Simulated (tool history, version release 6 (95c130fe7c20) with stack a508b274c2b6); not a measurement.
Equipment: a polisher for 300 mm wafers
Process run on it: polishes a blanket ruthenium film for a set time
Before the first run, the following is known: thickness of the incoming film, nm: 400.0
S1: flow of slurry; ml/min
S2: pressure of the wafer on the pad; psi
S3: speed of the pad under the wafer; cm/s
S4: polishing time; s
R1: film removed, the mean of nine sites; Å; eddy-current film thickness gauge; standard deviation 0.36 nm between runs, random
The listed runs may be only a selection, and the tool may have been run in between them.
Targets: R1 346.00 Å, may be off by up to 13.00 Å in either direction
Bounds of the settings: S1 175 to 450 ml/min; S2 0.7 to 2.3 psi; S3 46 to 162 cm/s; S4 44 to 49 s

run,hour,S1,S2,S3,S4,R1
1,0.0,290,1.5,104,49,421.54
2,8.1,290,1.5,122,49,471.88
3,8.9,290,1.5,106,49,432.83
4,13.1,290,1.4,106,49,397.84
5,21.3,330,1.4,106,49,397.09
6,29.4,330,1.4,124,49,455.21
7,35.6,330,1.3,124,49,427.30
8,36.8,330,1.2,124,49,398.42

Consider the 5 candidate settings below. Which is the only one whose results all fall within their allowed miss of target?
A,38.0,305,1.2,134,44,?
B,38.0,345,1.1,134,47,?
C,38.0,415,1.0,132,44,?
D,38.0,255,1.3,130,49,?
E,38.0,220,1.6,86,45,?

move,R1
A,373.07
B,371.28
C,318.63
D,429.86
E,343.22
A: nearer than the last run, and not there yet
B: nearer than the last run, and not there yet
C: carries the result that was furthest off beyond its target, to the other side
D: further off than the last run
E: meets every target
Go with E: it meets all targets.

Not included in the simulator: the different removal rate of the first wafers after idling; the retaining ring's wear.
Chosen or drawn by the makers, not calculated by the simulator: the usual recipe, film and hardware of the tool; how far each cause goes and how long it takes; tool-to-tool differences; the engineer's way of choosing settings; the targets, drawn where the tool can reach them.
